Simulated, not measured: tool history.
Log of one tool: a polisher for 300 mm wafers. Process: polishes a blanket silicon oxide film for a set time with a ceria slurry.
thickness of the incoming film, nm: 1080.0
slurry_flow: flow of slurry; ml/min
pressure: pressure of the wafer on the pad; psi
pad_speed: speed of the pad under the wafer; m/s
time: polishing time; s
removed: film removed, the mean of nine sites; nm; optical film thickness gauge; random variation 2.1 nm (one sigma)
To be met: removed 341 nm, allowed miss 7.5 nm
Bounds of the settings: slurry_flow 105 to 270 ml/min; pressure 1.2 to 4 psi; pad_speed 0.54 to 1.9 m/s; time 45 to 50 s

{"run": 1, "hour": 0.0, "slurry_flow": 175, "pressure": 2.6, "pad_speed": 1.22, "time": 50, "removed": 247.45}
{"run": 2, "hour": 4.6, "slurry_flow": 175, "pressure": 3, "pad_speed": 1.22, "time": 50, "removed": 279.2}
{"run": 3, "hour": 11.7, "slurry_flow": 175, "pressure": 3, "pad_speed": 1.22, "time": 50, "removed": 282.7}
{"run": 4, "hour": 15.2, "slurry_flow": 185, "pressure": 3.1, "pad_speed": 1.22, "time": 50, "removed": 294.92}
{"run": 5, "hour": 23.6, "slurry_flow": 185, "pressure": 3.1, "pad_speed": 0.92, "time": 50, "removed": 226.39}
{"run": 6, "hour": 31.7, "slurry_flow": 150, "pressure": 3.1, "pad_speed": 0.92, "time": 50, "removed": 217.12}
{"run": 7, "hour": 40.4, "slurry_flow": 165, "pressure": 3.3, "pad_speed": 0.94, "time": 50, "removed": 241.68}
{"run": 8, "hour": 44.3, "slurry_flow": 215, "pressure": 4, "pad_speed": 0.98, "time": 50, "removed": 315.4}
{"run": 9, "hour": 51.8, "slurry_flow": 215, "pressure": 4, "pad_speed": 1.1, "time": 50, "removed": 350.33}
{"run": 10, "hour": 54.6, "slurry_flow": 210, "pressure": 4, "pad_speed": 1.1, "time": 50, "removed": 348.89}

Which of these 5 next moves meets every target?
{"run": "A", "hour": 57.4, "slurry_flow": 210, "pressure": 4, "pad_speed": 1.14, "time": 50, "removed": "?"}
{"run": "B", "hour": 57.4, "slurry_flow": 205, "pressure": 3.9, "pad_speed": 1.22, "time": 49, "removed": "?"}
{"run": "C", "hour": 57.4, "slurry_flow": 240, "pressure": 4, "pad_speed": 1.1, "time": 48, "removed": "?"}
{"run": "D", "hour": 57.4, "slurry_flow": 255, "pressure": 3.9, "pad_speed": 1.26, "time": 45, "removed": "?"}
{"run": "E", "hour": 57.4, "slurry_flow": 210, "pressure": 4, "pad_speed": 1.12, "time": 50, "removed": "?"}

move=A removed=366.54
move=B removed=372.3
move=C removed=346
move=D removed=362.07
move=E removed=360.49
A: further off than the last run
B: further off than the last run
C: meets every target
D: further off than the last run
E: further off than the last run
Answer: C
